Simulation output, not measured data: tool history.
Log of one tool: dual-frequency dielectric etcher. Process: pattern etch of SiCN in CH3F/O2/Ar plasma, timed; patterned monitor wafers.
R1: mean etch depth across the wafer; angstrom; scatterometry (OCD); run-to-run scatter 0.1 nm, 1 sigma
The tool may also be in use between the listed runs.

Run 1, hour 0: source power (kW) 0.3, bias power (kW) 0.072, etch time (s) 94. Result: R1 320.47 angstrom.
Run 2, hour 5.6: source power (kW) 0.33, bias power (kW) 0.073, etch time (s) 94. Result: R1 338.24 angstrom.
Run 3, hour 9.9: source power (kW) 0.35, bias power (kW) 0.073, etch time (s) 94. Result: R1 345.37 angstrom.
Run 4, hour 12.5: source power (kW) 0.33, bias power (kW) 0.073, etch time (s) 94. Result: R1 335.79 angstrom.
Run 5, hour 14.5: source power (kW) 0.33, bias power (kW) 0.073, etch time (s) 94. Result: R1 337.1 angstrom.
At hour 17.1: bias power generator calibrated.
Run 6, hour 17.1: source power (kW) 0.35, bias power (kW) 0.074, etch time (s) 94. Result: R1 342.89 angstrom.
Run 7, hour 24.8: source power (kW) 0.37, bias power (kW) 0.075, etch time (s) 94. Result: R1 354.86 angstrom.

Run 8 has not been measured yet. What should we expect?
Run 8, hour 28: source power (kW) 0.37, bias power (kW) 0.075, etch time (s) 94. Result: R1 ?.

{"run 8": {"R1": 353.85}}
